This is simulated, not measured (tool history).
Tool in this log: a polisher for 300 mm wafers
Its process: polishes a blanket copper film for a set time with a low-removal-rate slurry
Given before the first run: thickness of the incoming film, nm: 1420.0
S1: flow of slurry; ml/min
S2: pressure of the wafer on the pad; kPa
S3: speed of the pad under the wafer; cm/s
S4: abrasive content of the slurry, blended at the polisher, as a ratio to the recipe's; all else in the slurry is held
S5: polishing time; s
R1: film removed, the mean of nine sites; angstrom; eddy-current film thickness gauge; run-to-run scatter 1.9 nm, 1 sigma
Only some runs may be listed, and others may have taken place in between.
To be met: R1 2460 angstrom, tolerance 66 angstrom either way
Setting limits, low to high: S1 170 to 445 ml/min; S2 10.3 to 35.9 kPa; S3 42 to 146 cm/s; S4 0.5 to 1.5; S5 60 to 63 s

Run 1, hour 0: S1 285 ml/min, S2 22.8 kPa, S3 94 cm/s, S4 1, S5 60 s. Result: R1 1864.2 angstrom.
Run 2, hour 1.2: S1 290 ml/min, S2 24.8 kPa, S3 94 cm/s, S4 1, S5 60 s. Result: R1 2021.3 angstrom.
Run 3, hour 4.1: S1 290 ml/min, S2 26.2 kPa, S3 94 cm/s, S4 1, S5 60 s. Result: R1 2127.4 angstrom.
Run 4, hour 4.9: S1 245 ml/min, S2 26.2 kPa, S3 94 cm/s, S4 1, S5 60 s. Result: R1 2107 angstrom.
Run 5, hour 10.5: S1 250 ml/min, S2 27.6 kPa, S3 94 cm/s, S4 1, S5 60 s. Result: R1 2211.9 angstrom.
Run 6, hour 11.1: S1 250 ml/min, S2 27.6 kPa, S3 94 cm/s, S4 1, S5 60 s. Result: R1 2196.6 angstrom.
Run 7, hour 16.8: S1 265 ml/min, S2 28.3 kPa, S3 94 cm/s, S4 1, S5 60 s. Result: R1 2234.7 angstrom.
Run 8, hour 18.7: S1 265 ml/min, S2 29 kPa, S3 94 cm/s, S4 1, S5 60 s. Result: R1 2296.3 angstrom.
Run 9, hour 21.6: S1 265 ml/min, S2 29.6 kPa, S3 94 cm/s, S4 1, S5 60 s. Result: R1 2404.9 angstrom.
Run 10, hour 23.2: S1 270 ml/min, S2 29.6 kPa, S3 94 cm/s, S4 1, S5 60 s. Result: R1 2425.2 angstrom.
Run 11, hour 28.3: S1 275 ml/min, S2 29.6 kPa, S3 94 cm/s, S4 1, S5 60 s. Result: R1 2352.6 angstrom.

Which single option among these 5 for the next run brings every result within its allowed miss of target? Just one does.
Run A, hour 33.4: S1 270 ml/min, S2 24.1 kPa, S3 100 cm/s, S4 1.15, S5 63 s. Result: R1 ?.
Run B, hour 33.4: S1 305 ml/min, S2 28.3 kPa, S3 102 cm/s, S4 1, S5 60 s. Result: R1 ?.
Run C, hour 33.4: S1 375 ml/min, S2 35.2 kPa, S3 82 cm/s, S4 0.7, S5 60 s. Result: R1 ?.
Run D, hour 33.4: S1 295 ml/min, S2 29 kPa, S3 86 cm/s, S4 1.05, S5 60 s. Result: R1 ?.
Run E, hour 33.4: S1 275 ml/min, S2 29.6 kPa, S3 88 cm/s, S4 0.9, S5 62 s. Result: R1 ?.

move      R1
   A  2238.6
   B  2484.5
   C    2366
   D  2180.8
   E  2273.5
A: misses by more than the last run did
B: hits every target within its allowed miss
C: an improvement on the last run, though not all results are within tolerance
D: misses by more than the last run did
E: misses by more than the last run did
Answer: B
